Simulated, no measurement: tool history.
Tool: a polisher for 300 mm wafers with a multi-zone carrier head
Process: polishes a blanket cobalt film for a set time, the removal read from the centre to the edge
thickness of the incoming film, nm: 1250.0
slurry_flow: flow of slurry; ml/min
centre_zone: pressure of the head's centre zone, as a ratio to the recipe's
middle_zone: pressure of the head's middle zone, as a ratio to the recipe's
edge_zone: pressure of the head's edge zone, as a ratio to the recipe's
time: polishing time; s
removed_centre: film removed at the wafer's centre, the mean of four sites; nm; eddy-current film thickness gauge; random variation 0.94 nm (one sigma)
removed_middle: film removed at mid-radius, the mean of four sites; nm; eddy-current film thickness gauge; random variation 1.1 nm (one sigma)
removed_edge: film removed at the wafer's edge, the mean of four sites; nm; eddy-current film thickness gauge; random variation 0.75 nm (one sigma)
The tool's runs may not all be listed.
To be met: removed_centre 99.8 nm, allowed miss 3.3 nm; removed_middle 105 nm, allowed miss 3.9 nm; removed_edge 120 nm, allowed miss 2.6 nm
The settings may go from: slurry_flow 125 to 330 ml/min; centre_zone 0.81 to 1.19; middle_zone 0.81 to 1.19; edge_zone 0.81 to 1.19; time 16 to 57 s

run 1 day=0 | slurry_flow=210 centre_zone=1 middle_zone=1 edge_zone=1 time=36 | removed_centre=150.03 removed_middle=148.47 removed_edge=153.15
run 2 day=0.371 | slurry_flow=200 centre_zone=0.98 middle_zone=0.98 edge_zone=0.99 time=35 | removed_centre=141.18 removed_middle=139.69 removed_edge=145.53
run 3 day=0.538 | slurry_flow=190 centre_zone=0.96 middle_zone=0.96 edge_zone=0.99 time=34 | removed_centre=131.91 removed_middle=129.67 removed_edge=139.7
run 4 day=0.758 | slurry_flow=185 centre_zone=0.94 middle_zone=0.95 edge_zone=0.98 time=34 | removed_centre=129.34 removed_middle=128.9 removed_edge=140.4
run 5 day=0.908 | slurry_flow=180 centre_zone=0.92 middle_zone=0.94 edge_zone=0.97 time=34 | removed_centre=126.18 removed_middle=128.4 removed_edge=138.24
run 6 day=1.133 | slurry_flow=180 centre_zone=0.89 middle_zone=0.94 edge_zone=0.97 time=34 | removed_centre=121.8 removed_middle=131.47 removed_edge=137.85
run 7 day=1.429 | slurry_flow=175 centre_zone=0.88 middle_zone=0.93 edge_zone=0.96 time=34 | removed_centre=119.42 removed_middle=131.14 removed_edge=137.46
run 8 day=1.783 | slurry_flow=170 centre_zone=0.87 middle_zone=0.92 edge_zone=0.96 time=34 | removed_centre=119.37 removed_middle=126.69 removed_edge=138.16

5 next moves are on the table. One of them brings every result within its allowed miss. Which?
run A day=2.138 | slurry_flow=125 centre_zone=0.84 middle_zone=0.86 edge_zone=0.92 time=31 | removed_centre=? removed_middle=? removed_edge=?
run B day=2.138 | slurry_flow=140 centre_zone=0.88 middle_zone=0.81 edge_zone=1.02 time=28 | removed_centre=? removed_middle=? removed_edge=?
run C day=2.138 | slurry_flow=205 centre_zone=0.96 middle_zone=1.13 edge_zone=0.81 time=33 | removed_centre=? removed_middle=? removed_edge=?
run D day=2.138 | slurry_flow=140 centre_zone=0.87 middle_zone=0.93 edge_zone=1.02 time=32 | removed_centre=? removed_middle=? removed_edge=?
run E day=2.138 | slurry_flow=130 centre_zone=0.95 middle_zone=0.82 edge_zone=1.02 time=32 | removed_centre=? removed_middle=? removed_edge=?

move=A removed_centre=99.356 removed_middle=103.12 removed_edge=119.47
move=B removed_centre=95.977 removed_middle=90.587 removed_edge=114.89
move=C removed_centre=131.29 removed_middle=146.23 removed_edge=126.04
move=D removed_centre=108.52 removed_middle=115.16 removed_edge=131.11
move=E removed_centre=116.93 removed_middle=103.23 removed_edge=130.18
A: meets every target
B: takes the result that was furthest off past its target
C: further off than the last run
D: nearer than the last run, and not there yet
E: nearer than the last run, and not there yet
Answer: A
